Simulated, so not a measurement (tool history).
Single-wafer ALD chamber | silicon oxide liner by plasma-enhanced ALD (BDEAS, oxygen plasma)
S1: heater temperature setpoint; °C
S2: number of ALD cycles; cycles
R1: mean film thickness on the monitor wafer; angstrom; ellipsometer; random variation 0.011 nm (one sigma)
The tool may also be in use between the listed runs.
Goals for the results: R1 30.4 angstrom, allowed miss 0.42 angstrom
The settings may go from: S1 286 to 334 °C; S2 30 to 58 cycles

{"run": 1, "hour": 0.0, "S1": 310, "S2": 44, "R1": 38.455}
{"run": 2, "hour": 2.4, "S1": 316, "S2": 44, "R1": 38.11}
{"run": 3, "hour": 5.3, "S1": 318, "S2": 41, "R1": 35.588}
{"run": 4, "hour": 6.2, "S1": 311, "S2": 41, "R1": 35.505}
{"run": 5, "hour": 12.9, "S1": 311, "S2": 39, "R1": 33.802}
{"run": 6, "hour": 20.2, "S1": 311, "S2": 38, "R1": 32.843}
{"run": 7, "hour": 22.9, "S1": 311, "S2": 38, "R1": 33.145}
{"run": 8, "hour": 26.1, "S1": 311, "S2": 37, "R1": 32.172}
{"run": 9, "hour": 26.8, "S1": 316, "S2": 34, "R1": 29.328}
{"run": 10, "hour": 32.3, "S1": 314, "S2": 34, "R1": 29.463}
{"run": 11, "hour": 36.0, "S1": 313, "S2": 34, "R1": 29.336}
{"run": 12, "hour": 42.9, "S1": 313, "S2": 34, "R1": 29.478}
{"run": 13, "hour": 47.4, "S1": 312, "S2": 34, "R1": 29.634}

Next run, 5 choices. One meets every target within its allowed miss, the rest don't. Which?
{"run": "A", "hour": 51.9, "S1": 304, "S2": 33, "R1": "?"}
{"run": "B", "hour": 51.9, "S1": 311, "S2": 33, "R1": "?"}
{"run": "C", "hour": 51.9, "S1": 311, "S2": 35, "R1": "?"}
{"run": "D", "hour": 51.9, "S1": 314, "S2": 34, "R1": "?"}
{"run": "E", "hour": 51.9, "S1": 310, "S2": 33, "R1": "?"}

move=A R1=28.99
move=B R1=28.739
move=C R1=30.48
move=D R1=29.498
move=E R1=28.774
A: lands further from the targets than the last run did
B: lands further from the targets than the last run did
C: in spec on every target
D: lands further from the targets than the last run did
E: lands further from the targets than the last run did
So the answer is move C, the one that meets all the targets.
